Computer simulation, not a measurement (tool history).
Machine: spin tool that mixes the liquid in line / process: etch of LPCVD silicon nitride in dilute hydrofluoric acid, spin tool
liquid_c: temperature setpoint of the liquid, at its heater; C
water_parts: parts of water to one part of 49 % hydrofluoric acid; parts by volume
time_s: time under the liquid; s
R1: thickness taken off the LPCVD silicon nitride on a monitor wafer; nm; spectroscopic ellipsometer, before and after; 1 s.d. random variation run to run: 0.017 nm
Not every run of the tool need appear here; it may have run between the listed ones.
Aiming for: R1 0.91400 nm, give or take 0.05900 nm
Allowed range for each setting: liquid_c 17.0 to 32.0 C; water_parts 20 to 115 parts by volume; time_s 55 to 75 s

Run 1, hour 0.0: liquid_c 24.0 C, water_parts 65 parts by volume, time_s 75 s. Result: R1 0.54840 nm.
Run 2, hour 6.1: liquid_c 25.5 C, water_parts 65 parts by volume, time_s 75 s. Result: R1 0.59049 nm.
Run 3, hour 12.9: liquid_c 27.5 C, water_parts 65 parts by volume, time_s 75 s. Result: R1 0.70102 nm.
Run 4, hour 20.4: liquid_c 27.5 C, water_parts 65 parts by volume, time_s 55 s. Result: R1 0.52415 nm.
Run 5, hour 25.5: liquid_c 29.5 C, water_parts 65 parts by volume, time_s 55 s. Result: R1 0.56510 nm.
Run 6, hour 30.7: liquid_c 27.5 C, water_parts 65 parts by volume, time_s 55 s. Result: R1 0.50441 nm.
Run 7, hour 31.8: liquid_c 28.0 C, water_parts 60 parts by volume, time_s 55 s. Result: R1 0.56515 nm.
Run 8, hour 36.2: liquid_c 32.0 C, water_parts 40 parts by volume, time_s 60 s. Result: R1 1.18190 nm.

5 candidate next runs follow, results not yet known. Just one meets every target within its allowed miss. Identify it.
Run A, hour 40.6: liquid_c 32.0 C, water_parts 30 parts by volume, time_s 65 s. Result: R1 ?.
Run B, hour 40.6: liquid_c 32.0 C, water_parts 35 parts by volume, time_s 75 s. Result: R1 ?.
Run C, hour 40.6: liquid_c 32.0 C, water_parts 35 parts by volume, time_s 70 s. Result: R1 ?.
Run D, hour 40.6: liquid_c 30.5 C, water_parts 45 parts by volume, time_s 55 s. Result: R1 ?.
Run E, hour 40.6: liquid_c 31.0 C, water_parts 30 parts by volume, time_s 65 s. Result: R1 ?.

move       R1
   A  1.71630
   B  1.70290
   C  1.58940
   D  0.88539
   E  1.60890
A: its largest miss is bigger than the last run's
B: its largest miss is bigger than the last run's
C: its largest miss is bigger than the last run's
D: each result inside its tolerance
E: its largest miss is bigger than the last run's
Answer: D
